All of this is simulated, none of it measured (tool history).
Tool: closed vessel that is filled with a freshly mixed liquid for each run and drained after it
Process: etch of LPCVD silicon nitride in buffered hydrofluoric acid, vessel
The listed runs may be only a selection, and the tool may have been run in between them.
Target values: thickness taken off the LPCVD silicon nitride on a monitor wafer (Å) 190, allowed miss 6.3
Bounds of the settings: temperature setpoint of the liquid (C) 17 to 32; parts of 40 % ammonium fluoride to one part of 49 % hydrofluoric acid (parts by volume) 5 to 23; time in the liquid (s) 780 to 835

run  hour  temperature setpoint of the liquid (C)  parts of 40 % ammonium fluoride to one part of 49 % hydrofluoric acid (parts by volume)  time in the liquid (s)  thickness taken off the LPCVD silicon nitride on a monitor wafer (Å)
  1     0                                      25                                                                                       14                     780                                                                86.892
  2   5.5                                      25                                                                                       17                     780                                                                 71.57
  3   7.3                                      25                                                                                     19.5                     780                                                                62.871
  4  10.7                                    26.5                                                                                     19.5                     780                                                                68.327
  5  17.2                                    26.5                                                                                     19.5                     780                                                                68.139
  6    23                                    29.5                                                                                     19.5                     780                                                                79.635
  7  28.3                                      30                                                                                       16                     785                                                                100.19
  8  31.9                                    30.5                                                                                     13.5                     790                                                                121.27
  9  33.3                                      31                                                                                     11.5                     795                                                                146.13
 10  37.4                                    31.5                                                                                     10.5                     795                                                                161.94
 11  40.5                                    31.5                                                                                       10                     795                                                                171.03
 12  48.8                                    31.5                                                                                      9.5                     795                                                                177.86

Below are 5 possible settings for the next run. Only one of them brings all results inside the allowed miss of their targets. Which is it?
  A  57.1                                      29                                                                                      7.5                     835                                                                     ?
  B  57.1                                      32                                                                                     10.5                     780                                                                     ?
  C  57.1                                    31.5                                                                                      8.5                     780                                                                     ?
  D  57.1                                      30                                                                                        9                     815                                                                     ?
  E  57.1                                      30                                                                                        8                     835                                                                     ?

move  thickness taken off the LPCVD silicon nitride on a monitor wafer (Å)
   A                                                                205.08
   B                                                                164.22
   C                                                                 190.7
   D                                                                173.19
   E                                                                201.59
A: takes the biggest miss from the last run beyond its target
B: moves away from the targets compared with the last run
C: every result lands within tolerance
D: moves away from the targets compared with the last run
E: takes the biggest miss from the last run beyond its target
The right move is C.
